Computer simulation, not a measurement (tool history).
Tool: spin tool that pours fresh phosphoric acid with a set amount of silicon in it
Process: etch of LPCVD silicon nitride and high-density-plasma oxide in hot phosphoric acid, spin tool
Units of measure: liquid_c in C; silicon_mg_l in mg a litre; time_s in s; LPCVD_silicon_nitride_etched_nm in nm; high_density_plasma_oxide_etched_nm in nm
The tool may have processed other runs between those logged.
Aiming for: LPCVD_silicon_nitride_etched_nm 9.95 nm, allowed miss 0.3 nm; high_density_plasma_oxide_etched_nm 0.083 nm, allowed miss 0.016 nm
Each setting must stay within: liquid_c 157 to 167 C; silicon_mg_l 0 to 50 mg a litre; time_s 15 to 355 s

run	hour	liquid_c	silicon_mg_l	time_s	LPCVD_silicon_nitride_etched_nm	high_density_plasma_oxide_etched_nm
1	0	162	29	180	18.864	0.43306
2	4.6	163	29	180	19.624	0.51854
3	9.7	162.5	31	170	17.949	0.38983
4	15.2	161.5	31	170	17.577	0.3974
5	23.8	160	31	170	16.712	0.33235
6	31.6	160	21	170	16.703	0.44766
7	34	159.5	24.5	160	15.565	0.38633
8	40.6	159	27.5	150	14.431	0.31003
9	47.3	159	27.5	150	14.127	0.33276
10	48.6	159	30	145	13.833	0.27164
11	54.2	159	32.5	140	13.554	0.22709
12	62.3	159	34	135	12.732	0.21681
13	64.2	159	36	130	12.175	0.1994
14	68	159	37.5	130	12.246	0.16692
15	76.4	159	38.5	125	11.847	0.15237

Below are 5 possible settings for the next run. Only one of them brings all results inside the allowed miss of their targets. Which is it?
A	84.8	160	38.5	110	?	?
B	84.8	159	45.5	105	?	?
C	84.8	158.5	38	100	?	?
D	84.8	160	11	100	?	?
E	84.8	157	38	155	?	?

move	LPCVD_silicon_nitride_etched_nm	high_density_plasma_oxide_etched_nm
A	10.79	0.15608
B	9.9589	0.087606
C	9.3258	0.13077
D	9.8094	0.37839
E	13.738	0.18116
A: nearer the targets than the last run, but a result is still out of spec
B: each result inside its tolerance
C: pushes the last run's worst result past its target
D: brings the last run's worst result on target, with another outside its allowed miss
E: its largest miss is bigger than the last run's
The right move is B.
